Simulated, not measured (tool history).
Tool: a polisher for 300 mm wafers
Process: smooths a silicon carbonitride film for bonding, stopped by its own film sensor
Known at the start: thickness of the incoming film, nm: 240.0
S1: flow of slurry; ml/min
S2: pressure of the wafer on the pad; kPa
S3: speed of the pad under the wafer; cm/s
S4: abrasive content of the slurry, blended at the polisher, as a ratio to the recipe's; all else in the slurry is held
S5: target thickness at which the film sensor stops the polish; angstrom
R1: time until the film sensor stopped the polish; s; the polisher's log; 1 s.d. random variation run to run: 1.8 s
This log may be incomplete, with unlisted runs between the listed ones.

| run | day | S1 | S2 | S3 | S4 | S5 | R1 |
|---|---|---|---|---|---|---|---|
| 1 | 0 | 305 | 16.5 | 98 | 1 | 1940 | 136.47 |
| 2 | 0.142 | 305 | 15.9 | 98 | 1 | 1940 | 138.87 |
| 3 | 0.325 | 305 | 15.9 | 106 | 1 | 1940 | 135.35 |
| 4 | 0.521 | 305 | 15.2 | 106 | 1 | 1940 | 137.59 |
| 5 | 0.725 | 305 | 18.6 | 106 | 1 | 1940 | 114.1 |
| 6 | 0.846 | 305 | 18.6 | 106 | 1 | 1920 | 118.75 |
| 7 | 0.971 | 305 | 17.9 | 106 | 1 | 1920 | 125.18 |

Estimate the outcome of run 8 from the log above:
| 8 | 1.067 | 305 | 13.8 | 104 | 1 | 1920 | ? |

{"run 8": {"R1": 160.75}}

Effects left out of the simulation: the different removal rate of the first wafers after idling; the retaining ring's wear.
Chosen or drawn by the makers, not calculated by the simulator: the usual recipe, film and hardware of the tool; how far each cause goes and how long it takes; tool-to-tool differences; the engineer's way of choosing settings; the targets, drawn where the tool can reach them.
